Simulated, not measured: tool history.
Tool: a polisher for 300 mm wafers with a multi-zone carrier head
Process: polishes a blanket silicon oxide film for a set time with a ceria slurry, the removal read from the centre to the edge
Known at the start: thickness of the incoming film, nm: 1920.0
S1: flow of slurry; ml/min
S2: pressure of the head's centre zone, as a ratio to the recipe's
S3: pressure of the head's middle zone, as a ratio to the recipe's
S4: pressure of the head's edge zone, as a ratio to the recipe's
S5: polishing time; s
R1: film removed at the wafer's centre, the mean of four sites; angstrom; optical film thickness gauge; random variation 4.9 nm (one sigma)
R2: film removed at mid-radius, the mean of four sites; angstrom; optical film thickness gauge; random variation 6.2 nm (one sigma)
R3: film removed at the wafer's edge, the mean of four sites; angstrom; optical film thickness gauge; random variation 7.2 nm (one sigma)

Run 1, hour 0: S1 145 ml/min, S2 1, S3 1, S4 1, S5 79 s. Result: R1 6255.7 angstrom, R2 5963.9 angstrom, R3 5969.6 angstrom.
Run 2, hour 0.9: S1 160 ml/min, S2 1.02, S3 0.99, S4 1.05, S5 81 s. Result: R1 6711.4 angstrom, R2 6099.3 angstrom, R3 6333.6 angstrom.
Run 3, hour 8.6: S1 160 ml/min, S2 1.02, S3 0.99, S4 1.11, S5 81 s. Result: R1 6725 angstrom, R2 6167.8 angstrom, R3 6488.3 angstrom.
Run 4, hour 13: S1 170 ml/min, S2 1.03, S3 0.98, S4 1.13, S5 83 s. Result: R1 7053.2 angstrom, R2 6368.6 angstrom, R3 6779 angstrom.
Run 5, hour 15.7: S1 170 ml/min, S2 1.03, S3 0.9, S4 1.13, S5 83 s. Result: R1 6941.6 angstrom, R2 6033.9 angstrom, R3 6799 angstrom.
Run 6, hour 18.9: S1 170 ml/min, S2 1.03, S3 0.97, S4 1.13, S5 83 s. Result: R1 6919.2 angstrom, R2 6165.2 angstrom, R3 6826.3 angstrom.
Run 7, hour 27.6: S1 170 ml/min, S2 1.03, S3 0.97, S4 1.13, S5 83 s. Result: R1 7069 angstrom, R2 6256.4 angstrom, R3 6693.5 angstrom.
Run 8, hour 28.1: S1 175 ml/min, S2 1.04, S3 0.96, S4 1.14, S5 85 s. Result: R1 7283.6 angstrom, R2 6441.6 angstrom, R3 6905.9 angstrom.

Forecast run 9:
Run 9, hour 36.2: S1 180 ml/min, S2 1.05, S3 0.94, S4 1.15, S5 87 s. Result: R1 ?, R2 ?, R3 ?.

{"run 9": {"R1": 7536.8, "R2": 6569.7, "R3": 7331.6}}
